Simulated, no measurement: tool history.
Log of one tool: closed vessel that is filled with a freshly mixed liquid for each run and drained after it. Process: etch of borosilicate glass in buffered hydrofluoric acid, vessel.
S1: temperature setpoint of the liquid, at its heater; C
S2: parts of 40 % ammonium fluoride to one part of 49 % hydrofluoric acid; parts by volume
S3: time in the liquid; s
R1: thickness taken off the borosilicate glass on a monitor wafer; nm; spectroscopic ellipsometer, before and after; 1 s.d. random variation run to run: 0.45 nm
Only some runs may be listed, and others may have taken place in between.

| run | hour | S1 | S2 | S3 | R1 |
|---|---|---|---|---|---|
| 1 | 0.0 | 21.0 | 15.0 | 30 | 22.353 |
| 2 | 3.6 | 23.0 | 15.0 | 30 | 24.913 |
| 3 | 4.9 | 25.5 | 15.0 | 30 | 28.410 |
| 4 | 8.4 | 25.5 | 17.5 | 30 | 24.413 |
| 5 | 15.7 | 26.5 | 15.5 | 30 | 28.755 |
| 6 | 19.6 | 27.0 | 13.5 | 30 | 33.845 |

Estimate the outcome of run 7 from the log above:
| 7 | 26.3 | 27.5 | 12.5 | 30 | ? |

R1: 37.650 nm
